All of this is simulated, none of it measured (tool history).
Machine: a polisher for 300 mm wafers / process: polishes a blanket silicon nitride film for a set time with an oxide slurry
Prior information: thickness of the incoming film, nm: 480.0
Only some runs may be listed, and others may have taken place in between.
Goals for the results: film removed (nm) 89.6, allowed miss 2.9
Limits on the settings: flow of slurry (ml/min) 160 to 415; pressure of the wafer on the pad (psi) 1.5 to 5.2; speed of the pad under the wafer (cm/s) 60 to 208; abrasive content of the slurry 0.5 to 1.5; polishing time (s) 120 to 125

run  hour  flow of slurry (ml/min)  pressure of the wafer on the pad (psi)  speed of the pad under the wafer (cm/s)  abrasive content of the slurry  polishing time (s)  film removed (nm)
  1     0                      265                                     3.3                                      134                               1                 120             104.74
  2   8.1                      265                                     3.3                                      156                               1                 120              118.2
  3  15.3                      265                                     3.2                                      156                               1                 120             117.09
  4  21.3                      265                                       4                                      156                               1                 120             143.34
  5  27.8                      265                                     4.4                                      156                               1                 120             160.37
  6  30.6                      265                                     4.2                                      156                               1                 120             149.79
  7  32.2                      265                                       4                                      156                               1                 120              142.4
  8  33.5                      265                                     3.8                                      156                               1                 120             135.87

5 next moves are on the table. One of them brings every result within its allowed miss. Which?
  A  34.8                      205                                     2.9                                      154                            1.25                 120                  ?
  B  34.8                      270                                     3.4                                      122                             0.7                 120                  ?
  C  34.8                      250                                     3.4                                      148                             0.9                 120                  ?
  D  34.8                      205                                       3                                      120                             1.1                 120                  ?
  E  34.8                      265                                       3                                      126                             0.8                 120                  ?

move  film removed (nm)
   A             112.85
   B             82.725
   C             111.43
   D             90.131
   E             81.626
A: nearer than the last run, and not there yet
B: pushes the last run's worst result past its target
C: nearer than the last run, and not there yet
D: in spec on every target
E: pushes the last run's worst result past its target
D meets every target.

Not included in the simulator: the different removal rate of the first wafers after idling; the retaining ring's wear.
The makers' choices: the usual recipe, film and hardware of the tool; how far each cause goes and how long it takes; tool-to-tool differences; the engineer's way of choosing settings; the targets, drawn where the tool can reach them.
